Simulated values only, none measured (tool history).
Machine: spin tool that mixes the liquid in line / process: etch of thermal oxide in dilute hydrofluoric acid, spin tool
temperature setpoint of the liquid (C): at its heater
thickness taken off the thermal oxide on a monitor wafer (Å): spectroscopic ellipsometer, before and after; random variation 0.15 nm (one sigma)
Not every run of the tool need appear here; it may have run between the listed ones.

run,day,temperature setpoint of the liquid (C),parts of water to one part of 49 % hydrofluoric acid (parts by volume),time under the liquid (s),thickness taken off the thermal oxide on a monitor wafer (Å)
1,0.000,26.0,270,265,40.259
2,0.246,26.0,270,265,39.609
3,0.479,27.5,225,265,53.057
4,0.546,28.5,195,265,65.547
5,0.688,29.5,175,265,77.842
6,0.746,30.5,160,265,89.673

Run 7 comes next. What will it give?
7,0.846,31.0,150,265,?

Run 7 yielded thickness taken off the thermal oxide on a monitor wafer (Å) 96.109.
